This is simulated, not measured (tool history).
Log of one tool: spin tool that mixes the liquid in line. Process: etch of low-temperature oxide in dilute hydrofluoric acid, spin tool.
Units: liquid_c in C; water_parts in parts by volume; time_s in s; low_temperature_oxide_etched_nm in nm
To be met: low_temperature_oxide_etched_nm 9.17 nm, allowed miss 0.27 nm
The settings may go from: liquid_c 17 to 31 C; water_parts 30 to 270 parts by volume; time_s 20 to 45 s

| run | hour | liquid_c | water_parts | time_s | low_temperature_oxide_etched_nm |
|---|---|---|---|---|---|
| 1 | 0 | 23 | 150 | 45 | 3.9883 |
| 2 | 3 | 25.5 | 125 | 45 | 5.4252 |
| 3 | 8 | 25.5 | 90 | 45 | 7.7427 |
| 4 | 12 | 25.5 | 90 | 45 | 7.7752 |
| 5 | 13.2 | 27 | 90 | 45 | 8.4212 |
| 6 | 21.1 | 27 | 90 | 45 | 8.307 |
| 7 | 25.2 | 27.5 | 90 | 45 | 8.4633 |
| 8 | 26.7 | 27.5 | 90 | 45 | 8.5157 |
| 9 | 31.7 | 28 | 90 | 45 | 8.542 |
| 10 | 39.2 | 28.5 | 90 | 45 | 8.8218 |

Which of these 4 next moves meets every target?
| A | 46.7 | 28 | 45 | 20 | ? |
| B | 46.7 | 29.5 | 90 | 45 | ? |
| C | 46.7 | 28 | 90 | 45 | ? |
| D | 46.7 | 28.5 | 80 | 45 | ? |

| move | low_temperature_oxide_etched_nm |
|---|---|
| A | 8.2754 |
| B | 9.248 |
| C | 8.7323 |
| D | 10.155 |
A: further off than the last run
B: meets every target
C: further off than the last run
D: takes the result that was furthest off past its target
The right move is B.
